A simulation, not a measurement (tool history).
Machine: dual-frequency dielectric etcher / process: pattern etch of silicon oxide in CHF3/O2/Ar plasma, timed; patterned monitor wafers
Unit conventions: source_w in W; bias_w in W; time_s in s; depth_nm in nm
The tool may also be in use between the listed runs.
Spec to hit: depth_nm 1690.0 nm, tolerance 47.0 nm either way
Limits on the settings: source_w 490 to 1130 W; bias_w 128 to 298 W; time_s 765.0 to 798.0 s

{"run": 1, "hour": 0.0, "source_w": 810, "bias_w": 213, "time_s": 765.0, "depth_nm": 1908.6}
{"run": 2, "hour": 3.8, "source_w": 720, "bias_w": 213, "time_s": 765.0, "depth_nm": 1838.0}
{"run": 3, "hour": 6.8, "source_w": 720, "bias_w": 213, "time_s": 798.0, "depth_nm": 1932.7}
{"run": 4, "hour": 11.0, "source_w": 660, "bias_w": 213, "time_s": 798.0, "depth_nm": 1898.3}
{"run": 5, "hour": 17.6, "source_w": 660, "bias_w": 194, "time_s": 798.0, "depth_nm": 1813.2}
{"run": 6, "hour": 20.3, "source_w": 660, "bias_w": 194, "time_s": 798.0, "depth_nm": 1808.8}
{"run": 7, "hour": 22.9, "source_w": 630, "bias_w": 191, "time_s": 797.5, "depth_nm": 1783.3}
{"run": 8, "hour": 31.3, "source_w": 600, "bias_w": 188, "time_s": 797.0, "depth_nm": 1739.8}

Of the 5 settings listed for the next run, only one would bring every result within its allowed miss of target. Which one?
{"run": "A", "hour": 39.7, "source_w": 620, "bias_w": 194, "time_s": 798.0, "depth_nm": "?"}
{"run": "B", "hour": 39.7, "source_w": 580, "bias_w": 174, "time_s": 765.0, "depth_nm": "?"}
{"run": "C", "hour": 39.7, "source_w": 490, "bias_w": 200, "time_s": 783.5, "depth_nm": "?"}
{"run": "D", "hour": 39.7, "source_w": 560, "bias_w": 179, "time_s": 765.0, "depth_nm": "?"}
{"run": "E", "hour": 39.7, "source_w": 550, "bias_w": 220, "time_s": 779.5, "depth_nm": "?"}

move=A depth_nm=1777.1
move=B depth_nm=1596.9
move=C depth_nm=1671.5
move=D depth_nm=1603.3
move=E depth_nm=1781.9
A: lands further from the targets than the last run did
B: carries the result that was furthest off beyond its target, to the other side
C: each result inside its tolerance
D: carries the result that was furthest off beyond its target, to the other side
E: lands further from the targets than the last run did
Correct choice: C, which meets every target

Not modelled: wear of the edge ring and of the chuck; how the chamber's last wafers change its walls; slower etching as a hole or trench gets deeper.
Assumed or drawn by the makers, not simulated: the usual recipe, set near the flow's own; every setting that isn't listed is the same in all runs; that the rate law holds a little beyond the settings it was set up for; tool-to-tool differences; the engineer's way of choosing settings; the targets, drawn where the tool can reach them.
